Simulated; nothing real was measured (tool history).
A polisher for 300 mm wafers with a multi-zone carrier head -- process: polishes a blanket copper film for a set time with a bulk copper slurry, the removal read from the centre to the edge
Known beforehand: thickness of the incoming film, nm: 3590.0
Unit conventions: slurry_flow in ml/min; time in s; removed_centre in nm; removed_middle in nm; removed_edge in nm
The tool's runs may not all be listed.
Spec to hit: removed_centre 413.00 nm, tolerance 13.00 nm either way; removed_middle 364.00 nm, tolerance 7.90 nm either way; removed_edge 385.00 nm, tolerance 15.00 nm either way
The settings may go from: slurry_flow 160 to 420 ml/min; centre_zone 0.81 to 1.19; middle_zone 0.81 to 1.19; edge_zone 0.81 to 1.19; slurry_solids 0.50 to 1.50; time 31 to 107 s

{"run": 1, "hour": 0.0, "slurry_flow": 270, "centre_zone": 1.0, "middle_zone": 1.0, "edge_zone": 1.0, "slurry_solids": 1.0, "time": 69, "removed_centre": 285.64, "removed_middle": 274.77, "removed_edge": 274.57}
{"run": 2, "hour": 4.0, "slurry_flow": 270, "centre_zone": 1.0, "middle_zone": 1.0, "edge_zone": 1.0, "slurry_solids": 0.8, "time": 69, "removed_centre": 268.93, "removed_middle": 257.11, "removed_edge": 262.59}
{"run": 3, "hour": 8.3, "slurry_flow": 275, "centre_zone": 1.02, "middle_zone": 1.0, "edge_zone": 1.05, "slurry_solids": 1.0, "time": 72, "removed_centre": 305.08, "removed_middle": 287.28, "removed_edge": 298.67}
{"run": 4, "hour": 14.6, "slurry_flow": 275, "centre_zone": 1.02, "middle_zone": 1.0, "edge_zone": 0.97, "slurry_solids": 1.0, "time": 72, "removed_centre": 306.03, "removed_middle": 284.34, "removed_edge": 285.18}
{"run": 5, "hour": 16.8, "slurry_flow": 285, "centre_zone": 1.05, "middle_zone": 1.01, "edge_zone": 1.03, "slurry_solids": 1.15, "time": 73, "removed_centre": 332.27, "removed_middle": 305.11, "removed_edge": 313.03}
{"run": 6, "hour": 21.3, "slurry_flow": 285, "centre_zone": 1.05, "middle_zone": 1.01, "edge_zone": 1.03, "slurry_solids": 1.15, "time": 57, "removed_centre": 259.15, "removed_middle": 240.51, "removed_edge": 243.88}
{"run": 7, "hour": 23.2, "slurry_flow": 300, "centre_zone": 1.08, "middle_zone": 1.03, "edge_zone": 1.07, "slurry_solids": 1.25, "time": 62, "removed_centre": 303.26, "removed_middle": 270.47, "removed_edge": 276.59}
{"run": 8, "hour": 30.5, "slurry_flow": 315, "centre_zone": 1.09, "middle_zone": 1.08, "edge_zone": 1.17, "slurry_solids": 1.5, "time": 79, "removed_centre": 410.91, "removed_middle": 373.89, "removed_edge": 388.26}
{"run": 9, "hour": 31.1, "slurry_flow": 310, "centre_zone": 1.09, "middle_zone": 1.07, "edge_zone": 1.17, "slurry_solids": 1.5, "time": 79, "removed_centre": 404.76, "removed_middle": 376.15, "removed_edge": 385.93}

5 candidate next runs follow, results not yet known. Just one meets every target within its allowed miss. Identify it.
{"run": "A", "hour": 31.7, "slurry_flow": 340, "centre_zone": 1.06, "middle_zone": 1.13, "edge_zone": 1.19, "slurry_solids": 1.5, "time": 80, "removed_centre": "?", "removed_middle": "?", "removed_edge": "?"}
{"run": "B", "hour": 31.7, "slurry_flow": 370, "centre_zone": 0.99, "middle_zone": 1.03, "edge_zone": 1.04, "slurry_solids": 1.4, "time": 83, "removed_centre": "?", "removed_middle": "?", "removed_edge": "?"}
{"run": "C", "hour": 31.7, "slurry_flow": 275, "centre_zone": 1.1, "middle_zone": 1.09, "edge_zone": 1.14, "slurry_solids": 1.5, "time": 83, "removed_centre": "?", "removed_middle": "?", "removed_edge": "?"}
{"run": "D", "hour": 31.7, "slurry_flow": 310, "centre_zone": 1.06, "middle_zone": 1.04, "edge_zone": 1.19, "slurry_solids": 1.45, "time": 79, "removed_centre": "?", "removed_middle": "?", "removed_edge": "?"}
{"run": "E", "hour": 31.7, "slurry_flow": 420, "centre_zone": 1.11, "middle_zone": 1.04, "edge_zone": 1.19, "slurry_solids": 1.3, "time": 79, "removed_centre": "?", "removed_middle": "?", "removed_edge": "?"}

move=A removed_centre=406.36 removed_middle=399.87 removed_edge=403.90
move=B removed_centre=389.37 removed_middle=379.42 removed_edge=386.96
move=C removed_centre=427.13 removed_middle=393.57 removed_edge=403.31
move=D removed_centre=393.65 removed_middle=361.40 removed_edge=393.16
move=E removed_centre=412.29 removed_middle=360.27 removed_edge=389.71
A: lands further from the targets than the last run did
B: lands further from the targets than the last run did
C: lands further from the targets than the last run did
D: gets the furthest-off result to its target, but another result is out of tolerance
E: hits every target within its allowed miss
E is the move that brings every result within its allowed miss.

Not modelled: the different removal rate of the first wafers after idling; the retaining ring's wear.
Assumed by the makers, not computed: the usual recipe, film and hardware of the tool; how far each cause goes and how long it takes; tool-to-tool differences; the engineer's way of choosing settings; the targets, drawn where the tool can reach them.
